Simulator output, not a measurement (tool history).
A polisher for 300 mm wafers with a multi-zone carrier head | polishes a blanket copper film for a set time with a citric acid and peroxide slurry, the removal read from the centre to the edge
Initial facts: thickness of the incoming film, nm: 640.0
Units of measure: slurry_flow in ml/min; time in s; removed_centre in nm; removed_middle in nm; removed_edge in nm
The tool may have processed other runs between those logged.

{"run": 1, "hour": 0.0, "slurry_flow": 220, "centre_zone": 1.0, "middle_zone": 1.0, "edge_zone": 1.0, "slurry_solids": 1.0, "time": 60, "removed_centre": 158.47, "removed_middle": 160.09, "removed_edge": 158.92}
{"run": 2, "hour": 2.7, "slurry_flow": 255, "centre_zone": 1.0, "middle_zone": 1.0, "edge_zone": 1.0, "slurry_solids": 1.0, "time": 60, "removed_centre": 163.72, "removed_middle": 162.73, "removed_edge": 161.17}
{"run": 3, "hour": 7.2, "slurry_flow": 255, "centre_zone": 1.0, "middle_zone": 1.05, "edge_zone": 1.0, "slurry_solids": 1.0, "time": 60, "removed_centre": 163.73, "removed_middle": 171.06, "removed_edge": 162.0}
{"run": 4, "hour": 10.5, "slurry_flow": 255, "centre_zone": 1.0, "middle_zone": 1.05, "edge_zone": 0.97, "slurry_solids": 1.0, "time": 60, "removed_centre": 162.04, "removed_middle": 170.88, "removed_edge": 155.07}
{"run": 5, "hour": 18.4, "slurry_flow": 255, "centre_zone": 1.0, "middle_zone": 1.05, "edge_zone": 0.97, "slurry_solids": 0.85, "time": 60, "removed_centre": 155.57, "removed_middle": 164.61, "removed_edge": 154.41}
{"run": 6, "hour": 20.4, "slurry_flow": 255, "centre_zone": 1.0, "middle_zone": 1.05, "edge_zone": 0.97, "slurry_solids": 0.85, "time": 65, "removed_centre": 170.68, "removed_middle": 178.25, "removed_edge": 163.04}
{"run": 7, "hour": 21.3, "slurry_flow": 255, "centre_zone": 0.99, "middle_zone": 1.07, "edge_zone": 0.99, "slurry_solids": 0.95, "time": 66, "removed_centre": 176.38, "removed_middle": 187.82, "removed_edge": 175.02}
{"run": 8, "hour": 25.2, "slurry_flow": 260, "centre_zone": 0.98, "middle_zone": 1.09, "edge_zone": 0.99, "slurry_solids": 1.0, "time": 67, "removed_centre": 179.83, "removed_middle": 197.45, "removed_edge": 180.08}

Run 9 is up next; what results do you expect?
{"run": 9, "hour": 27.2, "slurry_flow": 265, "centre_zone": 0.97, "middle_zone": 1.11, "edge_zone": 0.99, "slurry_solids": 1.05, "time": 68, "removed_centre": "?", "removed_middle": "?", "removed_edge": "?"}

Logged for run 9: removed_centre 181.10 nm, removed_middle 208.31 nm, removed_edge 182.34 nm.
